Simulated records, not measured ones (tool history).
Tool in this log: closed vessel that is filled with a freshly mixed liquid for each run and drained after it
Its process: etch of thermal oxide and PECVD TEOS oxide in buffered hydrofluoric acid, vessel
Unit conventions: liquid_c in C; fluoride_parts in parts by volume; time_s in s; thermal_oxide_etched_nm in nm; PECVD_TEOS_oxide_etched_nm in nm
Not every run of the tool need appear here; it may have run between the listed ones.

| run | hour | liquid_c | fluoride_parts | time_s | thermal_oxide_etched_nm | PECVD_TEOS_oxide_etched_nm |
|---|---|---|---|---|---|---|
| 1 | 0.0 | 22.0 | 22.5 | 60 | 27.982 | 39.964 |
| 2 | 7.4 | 22.0 | 25.0 | 60 | 26.006 | 37.411 |
| 3 | 13.2 | 24.5 | 25.0 | 60 | 29.519 | 42.632 |
| 4 | 14.5 | 24.5 | 28.0 | 60 | 27.525 | 39.582 |
| 5 | 15.9 | 26.0 | 28.0 | 60 | 29.672 | 43.011 |
| 6 | 18.3 | 22.5 | 28.0 | 60 | 24.731 | 35.432 |
| 7 | 26.3 | 23.5 | 28.0 | 60 | 25.828 | 37.485 |

Forecast run 8:
| 8 | 30.3 | 23.5 | 28.0 | 60 | ? | ? |

Run 8 gave thermal_oxide_etched_nm 26.018 nm, PECVD_TEOS_oxide_etched_nm 37.641 nm.
